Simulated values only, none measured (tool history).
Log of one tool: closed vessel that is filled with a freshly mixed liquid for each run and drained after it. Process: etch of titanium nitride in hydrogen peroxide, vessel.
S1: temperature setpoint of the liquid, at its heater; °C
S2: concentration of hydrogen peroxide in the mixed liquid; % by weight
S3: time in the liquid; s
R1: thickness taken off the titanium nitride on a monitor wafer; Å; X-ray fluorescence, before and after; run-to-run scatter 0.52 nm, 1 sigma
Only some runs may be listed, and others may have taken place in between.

run 1 hour=0.0 | S1=57.0 S2=22.5 S3=820 | R1=869.64
run 2 hour=7.0 | S1=56.0 S2=22.5 S3=820 | R1=815.68
run 3 hour=8.7 | S1=56.0 S2=22.5 S3=875 | R1=879.87
run 4 hour=9.7 | S1=55.0 S2=22.5 S3=875 | R1=815.72
run 5 hour=17.1 | S1=54.5 S2=22.5 S3=875 | R1=784.19
run 6 hour=23.8 | S1=54.5 S2=24.5 S3=875 | R1=799.80
run 7 hour=28.2 | S1=54.0 S2=24.5 S3=875 | R1=764.01
run 8 hour=31.3 | S1=53.5 S2=24.5 S3=875 | R1=744.28

For run 9, what comes out?
run 9 hour=37.4 | S1=53.0 S2=24.5 S3=875 | R1=?

Run 9 produced R1 718.14 Å.
